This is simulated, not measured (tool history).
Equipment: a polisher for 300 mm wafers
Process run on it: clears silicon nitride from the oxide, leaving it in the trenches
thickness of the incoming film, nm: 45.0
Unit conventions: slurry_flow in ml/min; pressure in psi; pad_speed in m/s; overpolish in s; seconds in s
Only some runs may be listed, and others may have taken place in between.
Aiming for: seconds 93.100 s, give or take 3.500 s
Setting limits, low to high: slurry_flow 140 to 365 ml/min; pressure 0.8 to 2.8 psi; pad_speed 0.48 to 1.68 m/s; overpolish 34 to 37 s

Run 1, hour 0.0: slurry_flow 235 ml/min, pressure 1.8 psi, pad_speed 1.08 m/s, overpolish 34 s. Result: seconds 69.385 s.
Run 2, hour 1.3: slurry_flow 235 ml/min, pressure 1.7 psi, pad_speed 1.08 m/s, overpolish 34 s. Result: seconds 72.675 s.
Run 3, hour 4.4: slurry_flow 235 ml/min, pressure 1.6 psi, pad_speed 1.08 m/s, overpolish 34 s. Result: seconds 77.377 s.
Run 4, hour 5.1: slurry_flow 235 ml/min, pressure 1.6 psi, pad_speed 0.98 m/s, overpolish 34 s. Result: seconds 86.833 s.
At hour 7.3: worn pad replaced by a new one.
Run 5, hour 7.3: slurry_flow 235 ml/min, pressure 1.6 psi, pad_speed 0.76 m/s, overpolish 34 s. Result: seconds 98.862 s.
Run 6, hour 14.5: slurry_flow 235 ml/min, pressure 1.4 psi, pad_speed 0.76 m/s, overpolish 34 s. Result: seconds 109.810 s.
Run 7, hour 21.1: slurry_flow 235 ml/min, pressure 1.5 psi, pad_speed 0.76 m/s, overpolish 34 s. Result: seconds 104.900 s.
Run 8, hour 27.9: slurry_flow 235 ml/min, pressure 1.6 psi, pad_speed 0.76 m/s, overpolish 34 s. Result: seconds 100.890 s.

Exactly one of the 4 candidate moves below puts every result within its allowed miss. Which one?
Run A, hour 34.7: slurry_flow 185 ml/min, pressure 1.5 psi, pad_speed 0.72 m/s, overpolish 36 s. Result: seconds ?.
Run B, hour 34.7: slurry_flow 160 ml/min, pressure 1.5 psi, pad_speed 0.76 m/s, overpolish 34 s. Result: seconds ?.
Run C, hour 34.7: slurry_flow 330 ml/min, pressure 1.6 psi, pad_speed 0.68 m/s, overpolish 37 s. Result: seconds ?.
Run D, hour 34.7: slurry_flow 260 ml/min, pressure 1.7 psi, pad_speed 0.76 m/s, overpolish 34 s. Result: seconds ?.

move  seconds
   A  111.550
   B  107.390
   C  106.550
   D   92.747
A: moves away from the targets compared with the last run
B: moves away from the targets compared with the last run
C: moves away from the targets compared with the last run
D: every result lands within tolerance
Answer: D
